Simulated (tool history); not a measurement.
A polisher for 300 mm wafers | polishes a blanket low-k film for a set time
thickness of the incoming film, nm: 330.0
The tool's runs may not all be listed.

| run | hour | flow of slurry (ml/min) | pressure of the wafer on the pad (psi) | speed of the pad under the wafer (m/s) | abrasive content of the slurry | polishing time (s) | film removed (angstrom) |
|---|---|---|---|---|---|---|---|
| 1 | 0 | 210 | 2.1 | 1.16 | 1 | 109 | 458 |
| 2 | 6.3 | 210 | 2.4 | 1.16 | 1 | 109 | 501.48 |
| 3 | 11.8 | 210 | 2.2 | 1.12 | 1 | 109 | 457.31 |
| 4 | 15.3 | 210 | 2 | 1.1 | 1 | 109 | 427.73 |
| 5 | 23.8 | 240 | 2 | 1.1 | 1 | 109 | 428.78 |
| 6 | 25.9 | 240 | 1.8 | 1.06 | 1 | 109 | 389.87 |
| 7 | 34.7 | 240 | 1.7 | 1.04 | 1 | 109 | 366.88 |
| 8 | 42.6 | 240 | 1.6 | 1.02 | 1 | 109 | 352.2 |

Expected results for the next run?
| 9 | 44.2 | 240 | 1.5 | 1 | 1 | 109 | ? |

{"run 9": {"film removed (angstrom)": 332.83}}
